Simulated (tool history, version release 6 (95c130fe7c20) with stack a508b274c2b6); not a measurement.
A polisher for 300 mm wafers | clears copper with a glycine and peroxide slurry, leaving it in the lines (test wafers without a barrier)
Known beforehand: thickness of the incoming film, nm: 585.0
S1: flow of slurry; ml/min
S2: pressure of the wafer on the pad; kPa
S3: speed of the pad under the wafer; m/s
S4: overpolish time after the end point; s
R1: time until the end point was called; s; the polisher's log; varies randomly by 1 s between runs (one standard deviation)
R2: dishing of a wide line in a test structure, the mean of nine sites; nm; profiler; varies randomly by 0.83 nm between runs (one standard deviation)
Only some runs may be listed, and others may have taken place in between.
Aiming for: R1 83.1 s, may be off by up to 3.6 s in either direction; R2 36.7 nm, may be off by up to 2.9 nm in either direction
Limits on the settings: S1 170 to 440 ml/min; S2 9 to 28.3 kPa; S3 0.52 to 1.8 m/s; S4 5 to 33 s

run	hour	S1	S2	S3	S4	R1	R2
1	0	280	18.6	1.16	17	84.436	57.725
2	8.7	280	18.6	1.16	10	83.513	37.61
3	11.2	280	18.6	1.16	5	86.518	23.762
4	20	280	18.6	1.16	5	85.37	23.124
5	26.3	280	18.6	1.16	10	84.626	40.536
6	27.5	280	18.6	1.42	10	70.784	43.733
7	32.7	280	17.9	1.42	10	74.144	43.403
8	33.8	280	17.2	1.4	9	76.574	38.446

Consider the 5 candidate settings below. Which is the only one whose results all fall within their allowed miss of target?
A	34.9	270	17.9	1.56	7	?	?
B	34.9	215	16.5	1.6	9	?	?
C	34.9	270	17.2	1.54	8	?	?
D	34.9	275	17.9	1.54	10	?	?
E	34.9	280	15.2	1.48	9	?	?

move	R1	R2
A	68.97	35.806
B	75.602	39.927
C	72.168	38.105
D	69.535	45.377
E	82.804	37.493
A: its largest miss is bigger than the last run's
B: its largest miss is bigger than the last run's
C: its largest miss is bigger than the last run's
D: its largest miss is bigger than the last run's
E: every result within its allowed miss
E meets every target.
